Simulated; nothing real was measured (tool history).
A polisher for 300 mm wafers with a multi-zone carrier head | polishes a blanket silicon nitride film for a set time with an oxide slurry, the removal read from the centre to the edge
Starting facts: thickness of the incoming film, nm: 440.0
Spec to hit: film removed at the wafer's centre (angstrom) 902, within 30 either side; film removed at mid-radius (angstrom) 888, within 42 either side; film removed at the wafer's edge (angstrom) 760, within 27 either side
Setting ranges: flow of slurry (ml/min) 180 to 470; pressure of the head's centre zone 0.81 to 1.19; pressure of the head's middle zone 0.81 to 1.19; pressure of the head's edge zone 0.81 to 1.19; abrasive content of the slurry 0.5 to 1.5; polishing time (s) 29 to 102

| run | hour | flow of slurry (ml/min) | pressure of the head's centre zone | pressure of the head's middle zone | pressure of the head's edge zone | abrasive content of the slurry | polishing time (s) | film removed at the wafer's centre (angstrom) | film removed at mid-radius (angstrom) | film removed at the wafer's edge (angstrom) |
|---|---|---|---|---|---|---|---|---|---|---|
| 1 | 0 | 300 | 1 | 1 | 1 | 1 | 65 | 555.88 | 558.71 | 556.01 |
| 2 | 5.6 | 300 | 1 | 1 | 1 | 1 | 51 | 438.92 | 431.56 | 435.49 |
| 3 | 9.5 | 310 | 1.05 | 1.05 | 1.01 | 1.15 | 57 | 555.82 | 554.56 | 529.96 |
| 4 | 16.7 | 320 | 1.09 | 1.08 | 1.02 | 1.25 | 60 | 629.62 | 607.32 | 581.77 |
| 5 | 22.3 | 325 | 1.11 | 1.11 | 1 | 1.35 | 63 | 696.25 | 664.82 | 626.72 |
| 6 | 28.7 | 325 | 1.11 | 1.11 | 1 | 1.15 | 63 | 647.68 | 631.53 | 583.39 |
| 7 | 37.6 | 335 | 1.12 | 1.13 | 0.98 | 1.25 | 66 | 719.57 | 701.47 | 620.57 |
| 8 | 45.5 | 350 | 1.13 | 1.15 | 0.99 | 1.35 | 68 | 786.43 | 762.49 | 669.54 |
| 9 | 51 | 365 | 1.13 | 1.16 | 1 | 1.4 | 69 | 802.49 | 780.53 | 688.96 |
| 10 | 58.9 | 365 | 1.13 | 1.17 | 1 | 1.45 | 71 | 832.55 | 833.33 | 724.39 |

4 next moves are on the table. One of them brings every result within its allowed miss. Which?
| A | 66.8 | 250 | 1.07 | 1.19 | 0.81 | 1.25 | 81 | ? | ? | ? |
| B | 66.8 | 350 | 1.02 | 1.08 | 1.07 | 1.5 | 76 | ? | ? | ? |
| C | 66.8 | 310 | 1.09 | 1.18 | 0.98 | 1.4 | 77 | ? | ? | ? |
| D | 66.8 | 340 | 1.12 | 1.15 | 0.92 | 1.5 | 76 | ? | ? | ? |

| move | film removed at the wafer's centre (angstrom) | film removed at mid-radius (angstrom) | film removed at the wafer's edge (angstrom) |
|---|---|---|---|
| A | 819.84 | 889.33 | 703.1 |
| B | 816.54 | 852.95 | 812.95 |
| C | 851.95 | 898.31 | 766.07 |
| D | 895.42 | 897.86 | 762.61 |
A: misses by more than the last run did
B: misses by more than the last run did
C: closer than the last run, but not yet in spec
D: in spec on every target
Answer: D
